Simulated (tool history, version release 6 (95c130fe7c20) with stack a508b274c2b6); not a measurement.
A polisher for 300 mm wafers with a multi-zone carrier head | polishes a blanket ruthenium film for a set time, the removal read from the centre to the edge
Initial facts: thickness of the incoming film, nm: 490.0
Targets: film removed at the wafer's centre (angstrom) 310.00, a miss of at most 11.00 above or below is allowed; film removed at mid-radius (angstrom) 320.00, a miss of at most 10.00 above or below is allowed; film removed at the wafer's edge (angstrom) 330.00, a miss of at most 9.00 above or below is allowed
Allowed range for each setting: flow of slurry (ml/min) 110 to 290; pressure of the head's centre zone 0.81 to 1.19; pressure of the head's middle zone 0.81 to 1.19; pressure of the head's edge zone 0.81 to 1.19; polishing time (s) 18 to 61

run	hour	flow of slurry (ml/min)	pressure of the head's centre zone	pressure of the head's middle zone	pressure of the head's edge zone	polishing time (s)	film removed at the wafer's centre (angstrom)	film removed at mid-radius (angstrom)	film removed at the wafer's edge (angstrom)
1	0.0	185	1.00	1.00	1.00	39	671.53	661.06	647.26
2	2.9	160	1.00	1.00	1.00	39	656.64	636.92	634.15
3	10.8	145	0.96	0.98	0.96	34	552.33	537.90	540.82
4	16.8	135	0.92	0.97	0.93	30	453.22	470.19	463.14
5	25.2	135	0.92	0.97	0.98	30	446.25	478.57	473.42
6	31.7	135	0.92	0.93	0.98	30	452.16	455.58	470.09
7	38.1	130	0.90	0.91	0.95	27	392.59	393.85	417.83
8	42.7	130	0.89	0.91	0.92	25	365.02	371.41	380.95
9	45.8	130	0.87	0.90	0.90	25	359.14	366.19	378.33
10	46.6	125	0.86	0.89	0.88	24	337.54	347.90	366.20
11	54.1	130	0.86	0.89	0.87	23	327.62	327.29	345.15
# hour 60.3: edge zone pressure recalibrated
12	60.3	130	0.85	0.89	0.86	23	323.18	336.20	361.60
13	68.7	125	0.86	0.90	0.86	22	313.15	324.42	341.66
14	75.9	125	0.87	0.91	0.85	22	311.47	324.18	336.51

5 next moves are on the table. One of them brings every result within its allowed miss. Which?
A	83.1	115	0.88	0.94	0.85	23	?	?	?
B	83.1	140	0.89	0.94	0.87	21	?	?	?
C	83.1	110	0.82	0.88	0.83	24	?	?	?
D	83.1	150	0.81	0.94	0.87	22	?	?	?
E	83.1	120	0.86	0.90	0.83	23	?	?	?

move	film removed at the wafer's centre (angstrom)	film removed at mid-radius (angstrom)	film removed at the wafer's edge (angstrom)
A	323.52	338.24	351.64
B	311.38	320.65	332.48
C	313.71	331.13	361.79
D	304.25	340.09	351.31
E	320.03	329.07	350.96
A: its largest miss is bigger than the last run's
B: all results land within tolerance of their targets
C: its largest miss is bigger than the last run's
D: its largest miss is bigger than the last run's
E: its largest miss is bigger than the last run's
Move B is the one to make.
